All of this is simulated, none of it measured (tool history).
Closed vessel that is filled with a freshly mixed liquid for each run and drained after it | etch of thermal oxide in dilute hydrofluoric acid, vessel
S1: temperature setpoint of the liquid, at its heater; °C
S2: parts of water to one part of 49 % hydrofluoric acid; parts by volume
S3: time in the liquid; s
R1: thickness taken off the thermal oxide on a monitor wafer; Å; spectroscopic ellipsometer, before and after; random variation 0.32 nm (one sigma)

Run 1, hour 0: S1 24 °C, S2 70 parts by volume, S3 725 s. Result: R1 418.52 Å.
Run 2, hour 1.7: S1 24 °C, S2 70 parts by volume, S3 725 s. Result: R1 421.65 Å.
Run 3, hour 5.2: S1 24 °C, S2 55 parts by volume, S3 725 s. Result: R1 548.07 Å.
Run 4, hour 9.2: S1 23 °C, S2 55 parts by volume, S3 725 s. Result: R1 524.43 Å.
Run 5, hour 11.5: S1 23 °C, S2 55 parts by volume, S3 780 s. Result: R1 569.82 Å.
Run 6, hour 14: S1 22 °C, S2 55 parts by volume, S3 780 s. Result: R1 543.25 Å.
Run 7, hour 21.8: S1 21 °C, S2 55 parts by volume, S3 780 s. Result: R1 517.15 Å.

Run 8 comes next. What will it give?
Run 8, hour 24.9: S1 20.5 °C, S2 55 parts by volume, S3 780 s. Result: R1 ?.

R1: 504.47 Å
